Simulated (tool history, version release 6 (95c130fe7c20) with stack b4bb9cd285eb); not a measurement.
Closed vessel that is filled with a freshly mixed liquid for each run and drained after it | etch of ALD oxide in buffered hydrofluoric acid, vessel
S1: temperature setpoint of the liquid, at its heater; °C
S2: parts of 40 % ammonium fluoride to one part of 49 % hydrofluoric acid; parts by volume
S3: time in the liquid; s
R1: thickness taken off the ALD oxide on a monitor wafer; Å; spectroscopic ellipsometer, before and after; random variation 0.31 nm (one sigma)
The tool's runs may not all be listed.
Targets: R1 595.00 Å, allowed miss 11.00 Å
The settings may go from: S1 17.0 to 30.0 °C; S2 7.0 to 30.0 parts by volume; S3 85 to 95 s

run	day	S1	S2	S3	R1
1	0.000	22.0	19.0	85	867.54
2	0.225	22.0	19.0	95	970.48
3	0.579	22.0	19.0	95	976.61
4	0.904	22.0	16.5	95	1108.40
5	1.008	18.5	16.5	95	913.79
6	1.296	17.0	16.5	95	841.96
7	1.388	17.0	18.5	95	754.54
8	1.629	17.0	19.5	95	709.96
9	1.938	17.0	23.5	95	622.91

5 next moves are on the table. One of them brings every result within its allowed miss. Which?
A	2.246	17.0	25.0	90	?
B	2.246	17.0	27.0	95	?
C	2.246	17.0	23.0	90	?
D	2.246	19.0	29.5	90	?
E	2.246	17.5	26.0	90	?

move	R1
A	567.72
B	568.13
C	601.46
D	567.39
E	568.55
A: takes the result that was furthest off past its target
B: takes the result that was furthest off past its target
C: meets every target
D: takes the result that was furthest off past its target
E: takes the result that was furthest off past its target
The right move is C.
